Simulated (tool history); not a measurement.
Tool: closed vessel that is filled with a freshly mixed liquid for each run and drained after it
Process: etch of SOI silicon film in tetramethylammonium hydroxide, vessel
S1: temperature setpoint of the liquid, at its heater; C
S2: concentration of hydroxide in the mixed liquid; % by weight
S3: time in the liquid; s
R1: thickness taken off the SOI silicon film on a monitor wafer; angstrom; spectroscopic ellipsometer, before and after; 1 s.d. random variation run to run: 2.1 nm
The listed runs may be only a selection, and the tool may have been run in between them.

run  hour    S1    S2   S3      R1
  1   0.0  62.0  17.5  100  3539.6
  2   7.8  57.5  17.5  100  2638.5
  3  10.6  56.5  17.5  100  2499.5
  4  14.9  56.5  17.5  105  2629.7
  5  16.5  55.5  17.5  105  2458.2
  6  19.1  59.5  17.5  105  3150.4
  7  20.1  58.0  17.5  105  2877.6

Estimate the outcome of run 8 from the log above:
  8  23.6  57.0  17.5  105   ?

Run 8 came out at R1 2742.9 angstrom.
